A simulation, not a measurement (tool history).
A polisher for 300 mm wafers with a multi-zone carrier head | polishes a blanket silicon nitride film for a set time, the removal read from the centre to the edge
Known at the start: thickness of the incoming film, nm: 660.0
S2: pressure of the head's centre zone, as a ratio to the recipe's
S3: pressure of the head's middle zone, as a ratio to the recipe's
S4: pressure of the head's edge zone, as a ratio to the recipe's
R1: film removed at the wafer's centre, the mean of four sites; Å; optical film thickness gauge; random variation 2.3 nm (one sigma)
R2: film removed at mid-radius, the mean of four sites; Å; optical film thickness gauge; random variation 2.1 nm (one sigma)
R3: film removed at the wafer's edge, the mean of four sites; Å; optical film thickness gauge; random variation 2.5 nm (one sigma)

Run 1, hour 0: flow of slurry (ml/min) 245, S2 1, S3 1, S4 1, polishing time (s) 45. Result: R1 1263.5 Å, R2 1243.8 Å, R3 1276.1 Å.
Run 2, hour 4.5: flow of slurry (ml/min) 250, S2 1, S3 1.04, S4 1.02, polishing time (s) 49. Result: R1 1415.1 Å, R2 1376.1 Å, R3 1393.2 Å.
Run 3, hour 5.8: flow of slurry (ml/min) 250, S2 1, S3 1.04, S4 1.09, polishing time (s) 49. Result: R1 1387.4 Å, R2 1394.6 Å, R3 1448.5 Å.
Run 4, hour 13.8: flow of slurry (ml/min) 250, S2 1, S3 1.01, S4 1.09, polishing time (s) 49. Result: R1 1398.9 Å, R2 1365.1 Å, R3 1433.1 Å.
Run 5, hour 16.8: flow of slurry (ml/min) 250, S2 1, S3 1.01, S4 1.16, polishing time (s) 49. Result: R1 1358.3 Å, R2 1341.9 Å, R3 1504.7 Å.
Run 6, hour 24.4: flow of slurry (ml/min) 250, S2 1.04, S3 1.01, S4 1.16, polishing time (s) 49. Result: R1 1460.4 Å, R2 1331 Å, R3 1478 Å.
Run 7, hour 29.5: flow of slurry (ml/min) 250, S2 1.04, S3 1.01, S4 1.16, polishing time (s) 49. Result: R1 1446 Å, R2 1366.1 Å, R3 1466 Å.
Run 8, hour 34.8: flow of slurry (ml/min) 255, S2 1.02, S3 1.06, S4 1.14, polishing time (s) 52. Result: R1 1504.6 Å, R2 1518.9 Å, R3 1555.5 Å.
Run 9, hour 38: flow of slurry (ml/min) 260, S2 1.02, S3 1.09, S4 1.15, polishing time (s) 54. Result: R1 1525.2 Å, R2 1616.3 Å, R3 1607.3 Å.
Run 10, hour 46.8: flow of slurry (ml/min) 265, S2 1.02, S3 1.11, S4 1.15, polishing time (s) 56. Result: R1 1620.1 Å, R2 1701.1 Å, R3 1701.1 Å.
Run 11, hour 50: flow of slurry (ml/min) 265, S2 1.02, S3 1.11, S4 1.15, polishing time (s) 56. Result: R1 1627.2 Å, R2 1686.2 Å, R3 1695.5 Å.
Run 12, hour 51.6: flow of slurry (ml/min) 265, S2 1.01, S3 1.13, S4 1.14, polishing time (s) 57. Result: R1 1637.2 Å, R2 1753.5 Å, R3 1693.3 Å.
Run 13, hour 54: flow of slurry (ml/min) 270, S2 1, S3 1.15, S4 1.15, polishing time (s) 58. Result: R1 1646.4 Å, R2 1777.1 Å, R3 1745.4 Å.
Run 14, hour 55.6: flow of slurry (ml/min) 260, S2 0.99, S3 1.16, S4 1.13, polishing time (s) 59. Result: R1 1650.2 Å, R2 1868.2 Å, R3 1748.9 Å.
Run 15, hour 59.7: flow of slurry (ml/min) 260, S2 0.99, S3 1.16, S4 1.13, polishing time (s) 59. Result: R1 1630.3 Å, R2 1850.9 Å, R3 1749.8 Å.

The next listed run, before its measurement:
Run 16, hour 63.9: flow of slurry (ml/min) 260, S2 0.99, S3 1.17, S4 1.13, polishing time (s) 60. Result: R1 ?, R2 ?, R3 ?.

{"run 16": {"R1": 1711.8, "R2": 1921.7, "R3": 1812.7}}

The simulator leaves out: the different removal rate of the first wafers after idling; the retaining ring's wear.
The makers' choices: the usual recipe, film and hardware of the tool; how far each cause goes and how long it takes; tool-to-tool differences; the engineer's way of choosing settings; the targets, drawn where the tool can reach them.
